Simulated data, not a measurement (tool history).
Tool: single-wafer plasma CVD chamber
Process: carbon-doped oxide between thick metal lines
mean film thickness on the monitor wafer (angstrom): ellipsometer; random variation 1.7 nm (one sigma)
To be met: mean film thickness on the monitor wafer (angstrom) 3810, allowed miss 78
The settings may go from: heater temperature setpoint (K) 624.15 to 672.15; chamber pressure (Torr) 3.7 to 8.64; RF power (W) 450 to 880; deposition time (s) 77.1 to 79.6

run,hour,heater temperature setpoint (K),chamber pressure (Torr),RF power (W),deposition time (s),mean film thickness on the monitor wafer (angstrom)
1,0,648.15,6.17,665,77.1,4406
2,3.1,650.15,5.87,625,77.1,4189.9
3,4.7,650.15,5.87,710,77.1,4496.4
4,8,653.15,5.37,670,77.1,4308.4
5,9.2,655.15,5.18,630,77.1,4131.6
6,11.9,656.15,5.01,605,77.1,4046.7
7,14.4,657.15,4.91,585,77.1,3942.5
8,21.1,658.15,4.81,575,77.1,3905.5

5 next moves are on the table. One of them brings every result within its allowed miss. Which?
A,27.8,656.15,5.25,575,77.1,?
B,27.8,649.15,4.91,535,77.1,?
C,27.8,659.15,4.95,590,79.6,?
D,27.8,654.15,4.97,590,79.6,?
E,27.8,649.15,5.2,560,77.9,?

move,mean film thickness on the monitor wafer (angstrom)
A,3953.9
B,3831.3
C,4085.8
D,4126.5
E,3991
A: further off than the last run
B: meets every target
C: further off than the last run
D: further off than the last run
E: further off than the last run
The right move is B.
